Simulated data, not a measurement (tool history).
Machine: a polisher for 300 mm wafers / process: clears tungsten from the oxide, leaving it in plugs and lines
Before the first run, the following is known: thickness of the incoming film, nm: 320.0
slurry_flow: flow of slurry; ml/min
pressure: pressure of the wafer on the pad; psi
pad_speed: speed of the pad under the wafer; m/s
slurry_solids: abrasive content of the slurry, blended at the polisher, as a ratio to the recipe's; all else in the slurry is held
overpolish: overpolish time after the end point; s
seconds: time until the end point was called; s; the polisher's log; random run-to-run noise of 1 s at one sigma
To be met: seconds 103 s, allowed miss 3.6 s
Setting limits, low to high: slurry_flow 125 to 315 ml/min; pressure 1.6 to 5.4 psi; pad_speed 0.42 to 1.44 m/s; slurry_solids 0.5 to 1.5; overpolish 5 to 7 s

Run 1, hour 0: slurry_flow 205 ml/min, pressure 3.5 psi, pad_speed 0.92 m/s, slurry_solids 1, overpolish 7 s. Result: seconds 65.544 s.
Run 2, hour 4.7: slurry_flow 180 ml/min, pressure 3.5 psi, pad_speed 0.92 m/s, slurry_solids 1, overpolish 7 s. Result: seconds 65.583 s.
Run 3, hour 9.7: slurry_flow 180 ml/min, pressure 3.2 psi, pad_speed 0.92 m/s, slurry_solids 1, overpolish 7 s. Result: seconds 72.221 s.
Run 4, hour 17.1: slurry_flow 180 ml/min, pressure 3.2 psi, pad_speed 0.74 m/s, slurry_solids 1, overpolish 7 s. Result: seconds 85.779 s.
Run 5, hour 23.7: slurry_flow 140 ml/min, pressure 3.2 psi, pad_speed 0.74 m/s, slurry_solids 1, overpolish 7 s. Result: seconds 86.373 s.
Run 6, hour 31: slurry_flow 140 ml/min, pressure 3.2 psi, pad_speed 0.74 m/s, slurry_solids 1.2, overpolish 7 s. Result: seconds 82.977 s.
Run 7, hour 32.4: slurry_flow 140 ml/min, pressure 3.1 psi, pad_speed 0.74 m/s, slurry_solids 1.2, overpolish 7 s. Result: seconds 85.907 s.
Run 8, hour 40.3: slurry_flow 140 ml/min, pressure 3 psi, pad_speed 0.74 m/s, slurry_solids 1.2, overpolish 7 s. Result: seconds 86.362 s.
Run 9, hour 47.7: slurry_flow 140 ml/min, pressure 3 psi, pad_speed 0.74 m/s, slurry_solids 1.2, overpolish 7 s. Result: seconds 85.403 s.
Run 10, hour 50.3: slurry_flow 140 ml/min, pressure 2.8 psi, pad_speed 0.74 m/s, slurry_solids 1.2, overpolish 7 s. Result: seconds 91.251 s.
Run 11, hour 51.4: slurry_flow 140 ml/min, pressure 2.7 psi, pad_speed 0.74 m/s, slurry_solids 1.2, overpolish 7 s. Result: seconds 93.585 s.
Run 12, hour 54.8: slurry_flow 140 ml/min, pressure 2.6 psi, pad_speed 0.74 m/s, slurry_solids 1.2, overpolish 7 s. Result: seconds 96.062 s.
Run 13, hour 57.1: slurry_flow 140 ml/min, pressure 2.6 psi, pad_speed 0.74 m/s, slurry_solids 1.2, overpolish 7 s. Result: seconds 96.085 s.
Run 14, hour 64: slurry_flow 140 ml/min, pressure 2.5 psi, pad_speed 0.74 m/s, slurry_solids 1.2, overpolish 7 s. Result: seconds 96.189 s.

Which single option among these 4 for the next run brings every result within its allowed miss of target? Just one does.
Run A, hour 70.9: slurry_flow 125 ml/min, pressure 1.8 psi, pad_speed 0.8 m/s, slurry_solids 1.3, overpolish 5 s. Result: seconds ?.
Run B, hour 70.9: slurry_flow 185 ml/min, pressure 2.3 psi, pad_speed 0.6 m/s, slurry_solids 1.5, overpolish 5 s. Result: seconds ?.
Run C, hour 70.9: slurry_flow 130 ml/min, pressure 2.3 psi, pad_speed 0.76 m/s, slurry_solids 1.2, overpolish 7 s. Result: seconds ?.
Run D, hour 70.9: slurry_flow 180 ml/min, pressure 2.8 psi, pad_speed 0.54 m/s, slurry_solids 1.15, overpolish 7 s. Result: seconds ?.

move  seconds
   A   111.17
   B   111.31
   C   101.36
   D   112.99
A: pushes the last run's worst result past its target
B: pushes the last run's worst result past its target
C: every result lands within tolerance
D: pushes the last run's worst result past its target
C is the move that brings every result within its allowed miss.
